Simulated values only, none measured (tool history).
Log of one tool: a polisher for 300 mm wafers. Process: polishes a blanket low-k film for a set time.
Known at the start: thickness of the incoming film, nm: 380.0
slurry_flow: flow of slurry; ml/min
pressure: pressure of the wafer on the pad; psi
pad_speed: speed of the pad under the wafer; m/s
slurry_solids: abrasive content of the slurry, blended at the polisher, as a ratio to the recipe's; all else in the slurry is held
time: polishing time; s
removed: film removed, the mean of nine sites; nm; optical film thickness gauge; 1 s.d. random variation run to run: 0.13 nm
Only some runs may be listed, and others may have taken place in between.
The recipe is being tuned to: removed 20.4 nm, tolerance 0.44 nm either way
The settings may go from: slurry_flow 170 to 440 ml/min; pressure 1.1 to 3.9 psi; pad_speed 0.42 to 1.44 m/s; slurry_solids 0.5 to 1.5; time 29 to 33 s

Run 1, hour 0: slurry_flow 280 ml/min, pressure 2.5 psi, pad_speed 0.92 m/s, slurry_solids 1, time 33 s. Result: removed 15.881 nm.
Run 2, hour 8.6: slurry_flow 285 ml/min, pressure 2.6 psi, pad_speed 0.92 m/s, slurry_solids 1, time 33 s. Result: removed 16.786 nm.
Run 3, hour 11.3: slurry_flow 285 ml/min, pressure 2.6 psi, pad_speed 0.92 m/s, slurry_solids 1, time 29 s. Result: removed 14.759 nm.
Run 4, hour 15.5: slurry_flow 285 ml/min, pressure 2.6 psi, pad_speed 0.92 m/s, slurry_solids 1, time 33 s. Result: removed 16.748 nm.
Run 5, hour 22.3: slurry_flow 285 ml/min, pressure 2.6 psi, pad_speed 0.92 m/s, slurry_solids 1, time 33 s. Result: removed 16.734 nm.
Run 6, hour 30.1: slurry_flow 285 ml/min, pressure 2.6 psi, pad_speed 0.92 m/s, slurry_solids 1, time 33 s. Result: removed 16.655 nm.
Run 7, hour 32.3: slurry_flow 290 ml/min, pressure 2.7 psi, pad_speed 0.92 m/s, slurry_solids 1, time 33 s. Result: removed 17.26 nm.
Run 8, hour 32.9: slurry_flow 290 ml/min, pressure 2.8 psi, pad_speed 0.92 m/s, slurry_solids 1, time 33 s. Result: removed 18.008 nm.
Run 9, hour 40.6: slurry_flow 295 ml/min, pressure 2.8 psi, pad_speed 0.92 m/s, slurry_solids 1, time 33 s. Result: removed 18.096 nm.
Run 10, hour 41.6: slurry_flow 300 ml/min, pressure 2.8 psi, pad_speed 0.92 m/s, slurry_solids 1, time 33 s. Result: removed 17.872 nm.
Run 11, hour 49.1: slurry_flow 300 ml/min, pressure 3 psi, pad_speed 0.92 m/s, slurry_solids 1, time 33 s. Result: removed 19.173 nm.
Run 12, hour 53.4: slurry_flow 300 ml/min, pressure 3.1 psi, pad_speed 0.92 m/s, slurry_solids 1, time 33 s. Result: removed 19.948 nm.

Exercise: of the 4 proposed moves below, exactly one satisfies all targets within the stated allowed misses. Which move is it?
Run A, hour 57.7: slurry_flow 290 ml/min, pressure 3.2 psi, pad_speed 1 m/s, slurry_solids 0.95, time 30 s. Result: removed ?.
Run B, hour 57.7: slurry_flow 310 ml/min, pressure 3.1 psi, pad_speed 0.98 m/s, slurry_solids 1.05, time 30 s. Result: removed ?.
Run C, hour 57.7: slurry_flow 330 ml/min, pressure 3.2 psi, pad_speed 0.94 m/s, slurry_solids 1, time 31 s. Result: removed ?.
Run D, hour 57.7: slurry_flow 355 ml/min, pressure 3.4 psi, pad_speed 1.04 m/s, slurry_solids 0.9, time 29 s. Result: removed ?.

move  removed
   A    19.34
   B   19.382
   C   19.665
   D   20.303
A: misses by more than the last run did
B: misses by more than the last run did
C: misses by more than the last run did
D: every result within its allowed miss
The move that meets every target is D.
